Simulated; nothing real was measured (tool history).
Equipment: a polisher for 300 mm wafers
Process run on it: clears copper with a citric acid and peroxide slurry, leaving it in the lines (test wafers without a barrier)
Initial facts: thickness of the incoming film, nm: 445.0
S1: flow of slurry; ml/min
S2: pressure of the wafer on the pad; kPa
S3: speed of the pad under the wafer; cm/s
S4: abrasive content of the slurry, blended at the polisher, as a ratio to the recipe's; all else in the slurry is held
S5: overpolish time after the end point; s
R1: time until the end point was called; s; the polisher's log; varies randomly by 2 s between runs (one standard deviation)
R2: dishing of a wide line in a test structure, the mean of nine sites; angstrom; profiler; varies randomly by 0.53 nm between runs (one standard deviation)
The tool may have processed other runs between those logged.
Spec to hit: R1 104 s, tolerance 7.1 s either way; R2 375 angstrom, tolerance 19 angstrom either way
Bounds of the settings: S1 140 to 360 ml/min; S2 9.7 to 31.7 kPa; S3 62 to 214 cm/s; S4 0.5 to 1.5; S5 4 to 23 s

Run 1, hour 0: S1 230 ml/min, S2 20.7 kPa, S3 138 cm/s, S4 1, S5 12 s. Result: R1 156.61 s, R2 222.36 angstrom.
Run 2, hour 5.2: S1 230 ml/min, S2 22.1 kPa, S3 138 cm/s, S4 1, S5 12 s. Result: R1 147.11 s, R2 233.58 angstrom.
Run 3, hour 9.9: S1 230 ml/min, S2 23.4 kPa, S3 138 cm/s, S4 1, S5 12 s. Result: R1 137.87 s, R2 241.48 angstrom.
Run 4, hour 16.3: S1 230 ml/min, S2 24.1 kPa, S3 140 cm/s, S4 1, S5 12 s. Result: R1 133.49 s, R2 259.56 angstrom.
Run 5, hour 18.6: S1 230 ml/min, S2 24.1 kPa, S3 140 cm/s, S4 0.95, S5 12 s. Result: R1 132.78 s, R2 256.61 angstrom.
Run 6, hour 20.1: S1 230 ml/min, S2 24.1 kPa, S3 106 cm/s, S4 0.95, S5 12 s. Result: R1 168.84 s, R2 213.72 angstrom.
Run 7, hour 28.6: S1 235 ml/min, S2 29.6 kPa, S3 130 cm/s, S4 1, S5 14 s. Result: R1 113.82 s, R2 345.93 angstrom.
Run 8, hour 34.8: S1 235 ml/min, S2 31 kPa, S3 130 cm/s, S4 1, S5 14 s. Result: R1 109.06 s, R2 351.84 angstrom.

Exactly one of the 5 candidate moves below puts every result within its allowed miss. Which one?
Run A, hour 41: S1 250 ml/min, S2 28.3 kPa, S3 132 cm/s, S4 1.05, S5 18 s. Result: R1 ?, R2 ?.
Run B, hour 41: S1 230 ml/min, S2 31.7 kPa, S3 176 cm/s, S4 0.95, S5 14 s. Result: R1 ?, R2 ?.
Run C, hour 41: S1 215 ml/min, S2 31.7 kPa, S3 160 cm/s, S4 1.15, S5 12 s. Result: R1 ?, R2 ?.
Run D, hour 41: S1 230 ml/min, S2 31.7 kPa, S3 136 cm/s, S4 0.95, S5 14 s. Result: R1 ?, R2 ?.
Run E, hour 41: S1 260 ml/min, S2 27.6 kPa, S3 146 cm/s, S4 0.8, S5 18 s. Result: R1 ?, R2 ?.

move      R1      R2
   A  116.64  408.78
   B  84.997  434.13
   C  89.503  364.68
   D  104.31  365.05
   E  114.99  413.05
A: pushes the last run's worst result past its target
B: pushes the last run's worst result past its target
C: the furthest-off result lands on target, but another misses its tolerance
D: meets every target
E: pushes the last run's worst result past its target
Correct choice: D, which meets every target
